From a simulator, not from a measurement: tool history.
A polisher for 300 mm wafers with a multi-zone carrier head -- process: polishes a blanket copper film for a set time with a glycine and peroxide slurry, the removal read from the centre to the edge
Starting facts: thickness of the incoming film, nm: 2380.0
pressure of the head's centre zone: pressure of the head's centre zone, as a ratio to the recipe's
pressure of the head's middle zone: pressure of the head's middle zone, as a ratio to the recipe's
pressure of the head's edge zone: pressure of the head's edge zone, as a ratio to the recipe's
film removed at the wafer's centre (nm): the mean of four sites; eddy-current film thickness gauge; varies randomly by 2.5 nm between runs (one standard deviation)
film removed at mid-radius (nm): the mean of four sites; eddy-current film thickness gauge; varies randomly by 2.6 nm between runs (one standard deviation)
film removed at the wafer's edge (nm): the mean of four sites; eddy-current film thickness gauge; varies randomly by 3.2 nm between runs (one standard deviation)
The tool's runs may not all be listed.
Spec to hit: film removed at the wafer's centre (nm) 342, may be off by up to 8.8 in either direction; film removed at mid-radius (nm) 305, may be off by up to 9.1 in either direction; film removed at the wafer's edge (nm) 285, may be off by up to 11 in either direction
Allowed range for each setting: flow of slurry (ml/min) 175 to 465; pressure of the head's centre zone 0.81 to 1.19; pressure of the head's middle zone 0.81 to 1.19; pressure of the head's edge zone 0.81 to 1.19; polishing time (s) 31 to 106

run	hour	flow of slurry (ml/min)	pressure of the head's centre zone	pressure of the head's middle zone	pressure of the head's edge zone	polishing time (s)	film removed at the wafer's centre (nm)	film removed at mid-radius (nm)	film removed at the wafer's edge (nm)
1	0	295	1	1	1	68	248.56	242.21	236.78
2	8.1	295	1	0.95	1	68	245.88	232.45	237.47
3	12.4	295	1	0.95	1.03	68	250.82	233.99	237.27
4	19.3	305	1.03	0.99	1.06	72	268.96	256.72	255.55
5	27	320	1.08	1.01	1.06	74	294.91	267.39	264.76
# hour 32.8: edge zone pressure recalibrated
6	32.8	320	1.01	1.01	1.06	74	272.83	272.53	272.19
7	34	340	1.07	1.04	1.07	75	289.46	279.97	280.37
8	41.4	325	1.11	1.06	1.06	77	310.24	289.77	283.1
9	42.4	325	1.14	1.08	1.04	78	318.85	301.44	289.44

Next run, 4 choices. One meets every target within its allowed miss, the rest don't. Which?
A	43.4	325	1.12	1.08	1.09	77	?	?	?
B	43.4	400	0.98	1.06	1.14	81	?	?	?
C	43.4	405	1.08	1.1	1.13	77	?	?	?
D	43.4	270	1.19	1.07	0.99	81	?	?	?

move	film removed at the wafer's centre (nm)	film removed at mid-radius (nm)	film removed at the wafer's edge (nm)
A	308.7	294.53	288.84
B	295.82	309.52	314.43
C	304.72	303.81	297.58
D	336.04	302.9	286.64
A: misses by more than the last run did
B: misses by more than the last run did
C: misses by more than the last run did
D: hits every target within its allowed miss
Move D is the one to make.
